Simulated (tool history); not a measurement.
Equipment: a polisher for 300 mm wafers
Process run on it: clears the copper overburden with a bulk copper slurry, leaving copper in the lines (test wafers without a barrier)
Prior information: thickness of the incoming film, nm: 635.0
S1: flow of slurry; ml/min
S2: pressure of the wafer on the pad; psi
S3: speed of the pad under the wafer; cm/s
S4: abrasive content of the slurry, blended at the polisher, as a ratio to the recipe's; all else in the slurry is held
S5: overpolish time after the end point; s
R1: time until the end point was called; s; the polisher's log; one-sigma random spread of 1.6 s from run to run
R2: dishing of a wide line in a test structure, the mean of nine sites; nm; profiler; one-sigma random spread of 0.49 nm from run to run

{"run": 1, "hour": 0.0, "S1": 210, "S2": 1.9, "S3": 108, "S4": 1, "S5": 9, "R1": 90.613, "R2": 46.126}
{"run": 2, "hour": 5.5, "S1": 205, "S2": 1.8, "S3": 108, "S4": 1, "S5": 10, "R1": 97.693, "R2": 47.148}
{"run": 3, "hour": 12.4, "S1": 205, "S2": 1.4, "S3": 108, "S4": 1, "S5": 10, "R1": 126.51, "R2": 38.166}
{"run": 4, "hour": 16.3, "S1": 205, "S2": 1.4, "S3": 84, "S4": 1, "S5": 10, "R1": 158.9, "R2": 30.56}
{"run": 5, "hour": 21.0, "S1": 200, "S2": 1.5, "S3": 84, "S4": 1, "S5": 10, "R1": 152.35, "R2": 33.063}
{"run": 6, "hour": 27.1, "S1": 200, "S2": 1.5, "S3": 84, "S4": 1, "S5": 13, "R1": 152.18, "R2": 40.903}
{"run": 7, "hour": 28.8, "S1": 205, "S2": 1.5, "S3": 84, "S4": 1, "S5": 13, "R1": 148.76, "R2": 41.201}
{"run": 8, "hour": 37.4, "S1": 210, "S2": 1.5, "S3": 84, "S4": 1, "S5": 13, "R1": 150.3, "R2": 41.003}
{"run": 9, "hour": 41.9, "S1": 220, "S2": 1.7, "S3": 84, "S4": 1, "S5": 13, "R1": 133.69, "R2": 46.769}

Run 10 is up next; what results do you expect?
{"run": 10, "hour": 50.3, "S1": 225, "S2": 1.7, "S3": 84, "S4": 1, "S5": 13, "R1": "?", "R2": "?"}

R1: 132.18 s
R2: 46.633 nm
